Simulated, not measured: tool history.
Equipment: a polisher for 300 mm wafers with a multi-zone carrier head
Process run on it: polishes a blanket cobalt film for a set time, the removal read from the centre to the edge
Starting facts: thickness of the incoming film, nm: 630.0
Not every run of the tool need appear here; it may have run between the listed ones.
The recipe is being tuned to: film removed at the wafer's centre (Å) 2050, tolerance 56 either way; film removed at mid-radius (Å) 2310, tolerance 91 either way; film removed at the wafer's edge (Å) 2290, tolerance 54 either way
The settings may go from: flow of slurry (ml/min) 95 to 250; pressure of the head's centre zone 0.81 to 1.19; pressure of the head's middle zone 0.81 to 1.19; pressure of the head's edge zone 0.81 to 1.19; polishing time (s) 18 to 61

run  hour  flow of slurry (ml/min)  pressure of the head's centre zone  pressure of the head's middle zone  pressure of the head's edge zone  polishing time (s)  film removed at the wafer's centre (Å)  film removed at mid-radius (Å)  film removed at the wafer's edge (Å)
  1     0                      160                                   1                                   1                                 1                  39                                  1962.8                          1806.6                                1885.3
  2   6.2                      160                                   1                                   1                                 1                  44                                  2210.1                          2006.4                                2137.5
  3  14.4                      165                                0.97                                1.03                              1.02                  44                                  2145.8                          2036.5                                2135.4
  4  20.1                      165                                0.97                                1.03                              1.02                  50                                  2450.9                          2402.3                                2461.8
  5  22.7                      165                                0.97                                1.03                              1.02                  46                                  2256.9                          2193.3                                  2276
  6  24.4                      160                                0.95                                1.05                              1.03                  46                                  2154.7                          2208.9                                2240.8
  7  28.4                      155                                0.94                                1.06                              1.04                  46                                  2133.3                          2174.6                                2239.5
  8  31.9                      155                                0.93                                1.08                              1.05                  46                                  2144.6                          2241.8                                2226.1

Below are 5 possible settings for the next run. Only one of them brings all results inside the allowed miss of their targets. Which is it?
  A  35.4                      105                                0.99                                 1.1                                 1                  51                                       ?                               ?                                     ?
  B  35.4                      190                                0.96                                1.12                              1.09                  40                                       ?                               ?                                     ?
  C  35.4                      185                                0.93                                1.18                              1.05                  43                                       ?                               ?                                     ?
  D  35.4                      170                                0.94                                1.18                              1.19                  43                                       ?                               ?                                     ?
  E  35.4                      145                                0.91                                1.08                              0.96                  46                                       ?                               ?                                     ?

move  film removed at the wafer's centre (Å)  film removed at mid-radius (Å)  film removed at the wafer's edge (Å)
   A                                  2299.4                          2347.4                                2318.7
   B                                  1967.9                          2074.2                                  2042
   C                                  2041.4                          2324.1                                2146.9
   D                                  2034.7                          2294.8                                2267.8
   E                                  2045.3                          2218.6                                2142.4
A: lands further from the targets than the last run did
B: takes the biggest miss from the last run beyond its target
C: meets the target for the result that was furthest off, but another lies outside its allowed miss
D: meets every target
E: meets the target for the result that was furthest off, but another lies outside its allowed miss
D is the move that brings every result within its allowed miss.

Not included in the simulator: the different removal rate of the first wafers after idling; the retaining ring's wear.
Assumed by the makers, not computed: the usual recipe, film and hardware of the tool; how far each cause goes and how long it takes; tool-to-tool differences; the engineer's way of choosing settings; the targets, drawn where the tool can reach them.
